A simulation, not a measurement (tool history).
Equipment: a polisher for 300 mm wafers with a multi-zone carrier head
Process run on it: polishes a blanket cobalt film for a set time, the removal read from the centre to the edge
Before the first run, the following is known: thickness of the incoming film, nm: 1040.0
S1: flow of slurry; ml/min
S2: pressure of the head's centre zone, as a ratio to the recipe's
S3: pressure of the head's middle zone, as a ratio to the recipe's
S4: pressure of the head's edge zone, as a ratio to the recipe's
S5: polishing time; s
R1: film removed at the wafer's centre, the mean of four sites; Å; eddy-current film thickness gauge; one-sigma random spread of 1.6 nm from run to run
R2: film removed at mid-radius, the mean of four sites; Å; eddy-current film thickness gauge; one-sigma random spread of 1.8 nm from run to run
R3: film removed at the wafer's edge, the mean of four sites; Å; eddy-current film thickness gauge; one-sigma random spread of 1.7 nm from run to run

run 1 hour=0.0 | S1=205 S2=1.00 S3=1.00 S4=1.00 S5=80 | R1=2484.5 R2=2569.3 R3=2477.2
run 2 hour=3.6 | S1=200 S2=0.99 S3=1.00 S4=0.98 S5=77 | R1=2373.6 R2=2427.0 R3=2376.2
run 3 hour=5.7 | S1=200 S2=0.98 S3=1.01 S4=0.97 S5=74 | R1=2257.1 R2=2368.5 R3=2261.5
run 4 hour=12.0 | S1=200 S2=0.98 S3=1.01 S4=0.97 S5=62 | R1=1884.2 R2=1963.8 R3=1874.1
run 5 hour=15.3 | S1=200 S2=0.98 S3=1.01 S4=1.04 S5=62 | R1=1863.3 R2=1993.3 R3=1957.6
run 6 hour=18.7 | S1=195 S2=0.97 S3=1.02 S4=1.03 S5=62 | R1=1894.2 R2=2024.9 R3=1919.4
run 7 hour=21.7 | S1=170 S2=0.87 S3=1.01 S4=1.00 S5=60 | R1=1618.6 R2=1885.5 R3=1843.2
run 8 hour=24.1 | S1=175 S2=0.88 S3=1.01 S4=1.00 S5=60 | R1=1654.0 R2=1903.1 R3=1849.4
run 9 hour=28.4 | S1=175 S2=0.88 S3=1.01 S4=1.00 S5=60 | R1=1611.3 R2=1909.7 R3=1834.0

Predict the results of run 10:
run 10 hour=36.1 | S1=180 S2=0.89 S3=1.01 S4=1.00 S5=60 | R1=? R2=? R3=?

R1: 1638.9 Å
R2: 1907.8 Å
R3: 1866.0 Å
